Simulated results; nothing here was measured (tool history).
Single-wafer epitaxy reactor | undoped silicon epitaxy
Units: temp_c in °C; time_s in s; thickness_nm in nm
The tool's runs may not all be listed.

run 1 hour=0.0 | temp_c=670 time_s=437 | thickness_nm=108.790
run 2 hour=7.3 | temp_c=672 time_s=437 | thickness_nm=112.550
run 3 hour=14.4 | temp_c=664 time_s=437 | thickness_nm=95.119
run 4 hour=18.3 | temp_c=668 time_s=437 | thickness_nm=104.260
run 5 hour=20.6 | temp_c=668 time_s=488 | thickness_nm=115.850
run 6 hour=24.6 | temp_c=676 time_s=488 | thickness_nm=137.650
run 7 hour=33.7 | temp_c=675 time_s=488 | thickness_nm=134.770

Forecast run 8:
run 8 hour=36.5 | temp_c=674 time_s=488 | thickness_nm=?

Run 8 gave thickness_nm 131.120 nm.

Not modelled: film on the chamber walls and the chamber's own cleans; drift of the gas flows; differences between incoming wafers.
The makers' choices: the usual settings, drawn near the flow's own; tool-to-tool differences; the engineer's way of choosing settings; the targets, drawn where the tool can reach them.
